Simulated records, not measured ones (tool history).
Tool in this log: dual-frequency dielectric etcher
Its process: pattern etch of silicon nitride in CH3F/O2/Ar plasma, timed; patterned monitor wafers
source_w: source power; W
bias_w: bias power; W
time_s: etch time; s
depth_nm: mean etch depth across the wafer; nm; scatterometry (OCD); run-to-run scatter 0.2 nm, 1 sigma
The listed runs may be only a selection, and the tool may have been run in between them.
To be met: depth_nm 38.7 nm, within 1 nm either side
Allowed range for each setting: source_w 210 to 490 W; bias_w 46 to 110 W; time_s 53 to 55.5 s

run 1 hour=0 | source_w=350 bias_w=78 time_s=53 | depth_nm=34.276
run 2 hour=7.4 | source_w=360 bias_w=79 time_s=53 | depth_nm=34.65
run 3 hour=9.5 | source_w=360 bias_w=67 time_s=53 | depth_nm=33.166
run 4 hour=13.1 | source_w=370 bias_w=68 time_s=53 | depth_nm=33.471
run 5 hour=15.9 | source_w=380 bias_w=69 time_s=53 | depth_nm=34.016
run 6 hour=18.2 | source_w=380 bias_w=69 time_s=55.5 | depth_nm=35.489
run 7 hour=21 | source_w=390 bias_w=70 time_s=55.5 | depth_nm=35.728
run 8 hour=29 | source_w=400 bias_w=72 time_s=55.5 | depth_nm=36.163

Which one of the following 4 next-run settings gets every result inside its allowed miss? There is exactly one.
run A hour=37 | source_w=370 bias_w=76 time_s=53 | depth_nm=?
run B hour=37 | source_w=380 bias_w=73 time_s=54.5 | depth_nm=?
run C hour=37 | source_w=400 bias_w=70 time_s=53.5 | depth_nm=?
run D hour=37 | source_w=470 bias_w=83 time_s=53.5 | depth_nm=?

move=A depth_nm=34.457
move=B depth_nm=35.271
move=C depth_nm=34.726
move=D depth_nm=38.609
A: its largest miss is bigger than the last run's
B: its largest miss is bigger than the last run's
C: its largest miss is bigger than the last run's
D: each result inside its tolerance
The move that meets every target is D.

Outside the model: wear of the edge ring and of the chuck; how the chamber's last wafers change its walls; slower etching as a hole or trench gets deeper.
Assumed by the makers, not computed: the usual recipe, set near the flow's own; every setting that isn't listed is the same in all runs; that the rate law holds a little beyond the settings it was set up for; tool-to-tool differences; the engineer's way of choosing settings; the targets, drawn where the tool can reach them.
